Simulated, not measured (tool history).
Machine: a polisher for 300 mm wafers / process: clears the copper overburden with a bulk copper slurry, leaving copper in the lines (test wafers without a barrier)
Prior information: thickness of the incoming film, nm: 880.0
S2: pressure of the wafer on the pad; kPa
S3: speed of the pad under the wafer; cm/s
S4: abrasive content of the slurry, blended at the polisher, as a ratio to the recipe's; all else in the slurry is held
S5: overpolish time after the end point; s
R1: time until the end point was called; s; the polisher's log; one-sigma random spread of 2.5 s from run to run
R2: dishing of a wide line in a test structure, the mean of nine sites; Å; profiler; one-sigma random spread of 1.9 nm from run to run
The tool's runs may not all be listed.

run 1 hour=0 | flow_of_slurry_(ml/min)=320 S2=11.7 S3=118 S4=1 S5=20 | R1=174.51 R2=512.91
run 2 hour=7.2 | flow_of_slurry_(ml/min)=320 S2=11.7 S3=130 S4=1 S5=20 | R1=153.8 R2=575.58
run 3 hour=9.7 | flow_of_slurry_(ml/min)=320 S2=13.8 S3=130 S4=1 S5=20 | R1=139.16 R2=615.9
run 4 hour=12.6 | flow_of_slurry_(ml/min)=250 S2=13.8 S3=130 S4=1 S5=20 | R1=142.01 R2=611.32
run 5 hour=21 | flow_of_slurry_(ml/min)=250 S2=13.8 S3=130 S4=1 S5=21 | R1=140.72 R2=607.67
-- hour=27.4 slurry blender recalibrated
run 6 hour=27.4 | flow_of_slurry_(ml/min)=250 S2=13.8 S3=130 S4=1 S5=26 | R1=135.59 R2=697.4

Expected results for the next run?
run 7 hour=32.7 | flow_of_slurry_(ml/min)=250 S2=13.8 S3=130 S4=1 S5=27 | R1=? R2=?

Run 7 yielded R1 134.64 s, R2 708.06 Å.

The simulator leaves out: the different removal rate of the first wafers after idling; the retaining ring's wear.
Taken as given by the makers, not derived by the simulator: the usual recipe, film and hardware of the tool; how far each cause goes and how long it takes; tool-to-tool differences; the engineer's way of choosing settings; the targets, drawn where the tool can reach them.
